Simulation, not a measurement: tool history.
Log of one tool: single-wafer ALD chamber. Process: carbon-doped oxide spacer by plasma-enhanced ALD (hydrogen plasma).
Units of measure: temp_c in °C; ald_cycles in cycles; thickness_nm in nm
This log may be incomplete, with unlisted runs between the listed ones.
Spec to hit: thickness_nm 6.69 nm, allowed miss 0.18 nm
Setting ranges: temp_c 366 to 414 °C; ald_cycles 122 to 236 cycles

run  hour  temp_c  ald_cycles  thickness_nm
  1     0     390         179        8.3927
  2   4.9     401         179        8.3263
  3   5.8     401         198        9.1155
  4   9.1     401         185        8.6061
  5    12     392         185        8.6159
  6  14.6     401         185        8.6158
  7  20.7     401         174        8.0767
  8  25.2     401         167        7.7292
  9  28.1     401         162        7.5106
 10  30.3     401         158        7.3318
 11  37.5     401         155        7.1935
 12  41.6     401         153        7.1203
 13  49.1     401         151        6.9801

Next run, 5 choices. One meets every target within its allowed miss, the rest don't. Which?
  A  56.6     390         154             ?
  B  56.6     386         157             ?
  C  56.6     398         164             ?
  D  56.6     402         158             ?
  E  56.6     399         142             ?

move  thickness_nm
   A        7.2366
   B        7.3776
   C        7.7065
   D        7.3426
   E        6.6675
A: moves away from the targets compared with the last run
B: moves away from the targets compared with the last run
C: moves away from the targets compared with the last run
D: moves away from the targets compared with the last run
E: all results land within tolerance of their targets
Answer: E
